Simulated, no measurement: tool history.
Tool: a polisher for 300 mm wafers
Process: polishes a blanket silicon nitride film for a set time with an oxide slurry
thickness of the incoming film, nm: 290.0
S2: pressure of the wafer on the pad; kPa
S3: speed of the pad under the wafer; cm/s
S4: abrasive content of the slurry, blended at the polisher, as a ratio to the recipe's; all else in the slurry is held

Run 1, hour 0: flow of slurry (ml/min) 220, S2 31.7 kPa, S3 88 cm/s, S4 1, polishing time (s) 69. Result: film removed (Å) 441.22.
Run 2, hour 7.1: flow of slurry (ml/min) 245, S2 31.7 kPa, S3 88 cm/s, S4 1, polishing time (s) 69. Result: film removed (Å) 454.07.
Run 3, hour 12.1: flow of slurry (ml/min) 245, S2 31.7 kPa, S3 88 cm/s, S4 0.9, polishing time (s) 69. Result: film removed (Å) 423.5.
Run 4, hour 15.8: flow of slurry (ml/min) 205, S2 31.7 kPa, S3 88 cm/s, S4 0.9, polishing time (s) 69. Result: film removed (Å) 415.75.
Run 5, hour 17.5: flow of slurry (ml/min) 205, S2 26.9 kPa, S3 88 cm/s, S4 0.9, polishing time (s) 69. Result: film removed (Å) 358.01.
Run 6, hour 25.6: flow of slurry (ml/min) 205, S2 26.9 kPa, S3 78 cm/s, S4 0.9, polishing time (s) 69. Result: film removed (Å) 323.35.
Run 7, hour 34.5: flow of slurry (ml/min) 215, S2 29.6 kPa, S3 78 cm/s, S4 0.9, polishing time (s) 69. Result: film removed (Å) 356.45.
Run 8, hour 36.4: flow of slurry (ml/min) 225, S2 31.7 kPa, S3 78 cm/s, S4 0.9, polishing time (s) 69. Result: film removed (Å) 381.61.

The next listed run, before its measurement:
Run 9, hour 44.6: flow of slurry (ml/min) 235, S2 33.1 kPa, S3 78 cm/s, S4 0.9, polishing time (s) 69. Result: film removed (Å) ?.

film removed (Å): 406.29
